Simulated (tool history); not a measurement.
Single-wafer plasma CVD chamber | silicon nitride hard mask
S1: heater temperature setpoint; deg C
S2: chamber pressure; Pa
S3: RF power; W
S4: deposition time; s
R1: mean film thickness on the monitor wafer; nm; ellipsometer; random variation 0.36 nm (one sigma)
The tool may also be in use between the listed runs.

run  hour   S1   S2   S3    S4      R1
  1   0.0  380  276  375  57.6  82.726
  2   8.3  380  276  335  57.6  74.781
  3  16.8  380  261  330  57.6  73.159
  4  17.6  380  248  325  57.6  71.451
  5  24.0  380  237  320  57.6  68.841
  6  24.7  380  237  320  59.3  70.725
  7  28.3  380  227  320  59.3  70.612
  8  30.7  380  217  315  59.3  68.593
  9  37.8  380  211  315  59.3  67.988

The next listed run, before its measurement:
 10  42.2  380  211  315  59.3   ?

R1: 68.185 nm
